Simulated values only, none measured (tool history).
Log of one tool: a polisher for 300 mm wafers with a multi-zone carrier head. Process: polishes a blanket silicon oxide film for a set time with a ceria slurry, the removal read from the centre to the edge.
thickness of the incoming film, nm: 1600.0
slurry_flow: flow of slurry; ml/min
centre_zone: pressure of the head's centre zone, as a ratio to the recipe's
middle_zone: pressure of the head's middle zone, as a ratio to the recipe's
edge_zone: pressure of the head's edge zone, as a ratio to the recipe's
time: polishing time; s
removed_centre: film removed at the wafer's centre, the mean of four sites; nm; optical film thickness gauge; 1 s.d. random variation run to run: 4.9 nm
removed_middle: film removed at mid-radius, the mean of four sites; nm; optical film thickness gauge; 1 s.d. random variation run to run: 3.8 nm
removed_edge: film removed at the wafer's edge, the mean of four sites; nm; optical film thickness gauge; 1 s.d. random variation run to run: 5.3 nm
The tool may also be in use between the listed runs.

run  hour  slurry_flow  centre_zone  middle_zone  edge_zone  time  removed_centre  removed_middle  removed_edge
  1     0          260            1            1          1    73           452.4          442.56        442.69
  2   3.4          255         0.98         0.98          1    72          415.33          424.46        437.61
  3   6.9          255         0.97         0.97       0.99    71          423.11          421.78        420.78
  4   9.9          250         0.95         0.95          1    70           415.8          400.26         435.7
  5  10.7          250         0.95         0.92          1    70          399.73          394.85         441.8
  6  16.9          270         0.95         0.92          1    70           394.4           402.9        437.28
  7  25.1          285         0.88         0.86       0.93    61          327.17          327.28        365.63

Run 8, settings as shown, results not yet in. Your forecast:
  8  25.7          285         0.88         0.87       0.94    61               ?               ?             ?

removed_centre: 330.22 nm
removed_middle: 333.18 nm
removed_edge: 371.22 nm
